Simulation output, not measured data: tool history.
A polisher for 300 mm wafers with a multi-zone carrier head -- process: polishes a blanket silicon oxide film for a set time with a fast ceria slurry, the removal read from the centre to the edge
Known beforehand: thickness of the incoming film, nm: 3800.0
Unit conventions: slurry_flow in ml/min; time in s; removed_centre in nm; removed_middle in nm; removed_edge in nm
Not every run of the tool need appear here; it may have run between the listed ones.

Run 1, hour 0: slurry_flow 190 ml/min, centre_zone 1, middle_zone 1, edge_zone 1, time 41 s. Result: removed_centre 956.48 nm, removed_middle 975.44 nm, removed_edge 977.92 nm.
Run 2, hour 0.9: slurry_flow 205 ml/min, centre_zone 1, middle_zone 1, edge_zone 1, time 41 s. Result: removed_centre 976 nm, removed_middle 961.73 nm, removed_edge 973.82 nm.
Run 3, hour 7.4: slurry_flow 205 ml/min, centre_zone 1, middle_zone 1, edge_zone 1, time 36 s. Result: removed_centre 855.4 nm, removed_middle 868.56 nm, removed_edge 848.61 nm.
Run 4, hour 14: slurry_flow 205 ml/min, centre_zone 0.97, middle_zone 1, edge_zone 1, time 36 s. Result: removed_centre 845.4 nm, removed_middle 850.28 nm, removed_edge 857.04 nm.
Run 5, hour 19.4: slurry_flow 205 ml/min, centre_zone 0.97, middle_zone 1, edge_zone 1, time 29 s. Result: removed_centre 668.55 nm, removed_middle 698.67 nm, removed_edge 693.42 nm.
Run 6, hour 25: slurry_flow 205 ml/min, centre_zone 0.91, middle_zone 1, edge_zone 1, time 29 s. Result: removed_centre 627.7 nm, removed_middle 677.05 nm, removed_edge 699.69 nm.
Run 7, hour 29: slurry_flow 200 ml/min, centre_zone 0.9, middle_zone 1.01, edge_zone 1.01, time 33 s. Result: removed_centre 692.24 nm, removed_middle 783.98 nm, removed_edge 781.72 nm.
Run 8, hour 30.3: slurry_flow 195 ml/min, centre_zone 0.89, middle_zone 1, edge_zone 1.02, time 36 s. Result: removed_centre 757.15 nm, removed_middle 844.63 nm, removed_edge 869.59 nm.
Run 9, hour 31.7: slurry_flow 195 ml/min, centre_zone 0.89, middle_zone 1, edge_zone 1.04, time 38 s. Result: removed_centre 808.65 nm, removed_middle 890.05 nm, removed_edge 912.64 nm.
Run 10, hour 35.7: slurry_flow 190 ml/min, centre_zone 0.88, middle_zone 1, edge_zone 1.05, time 40 s. Result: removed_centre 822.49 nm, removed_middle 916.46 nm, removed_edge 965.09 nm.
Run 11, hour 39.9: slurry_flow 185 ml/min, centre_zone 0.87, middle_zone 1, edge_zone 1.06, time 42 s. Result: removed_centre 864.47 nm, removed_middle 964.14 nm, removed_edge 987.71 nm.
Run 12, hour 48.9: slurry_flow 190 ml/min, centre_zone 0.86, middle_zone 1, edge_zone 1.07, time 44 s. Result: removed_centre 886.81 nm, removed_middle 1020.5 nm, removed_edge 1074 nm.
Run 13, hour 54.8: slurry_flow 195 ml/min, centre_zone 0.86, middle_zone 1.01, edge_zone 1.08, time 45 s. Result: removed_centre 902.28 nm, removed_middle 1078 nm, removed_edge 1094 nm.
Run 14, hour 62.1: slurry_flow 200 ml/min, centre_zone 0.86, middle_zone 1, edge_zone 1.09, time 46 s. Result: removed_centre 934.01 nm, removed_middle 1088.3 nm, removed_edge 1135 nm.

Forecast run 15:
Run 15, hour 67: slurry_flow 205 ml/min, centre_zone 0.86, middle_zone 1, edge_zone 1.1, time 47 s. Result: removed_centre ?, removed_middle ?, removed_edge ?.

{"run 15": {"removed_centre": 963.63, "removed_middle": 1100.9, "removed_edge": 1157.9}}
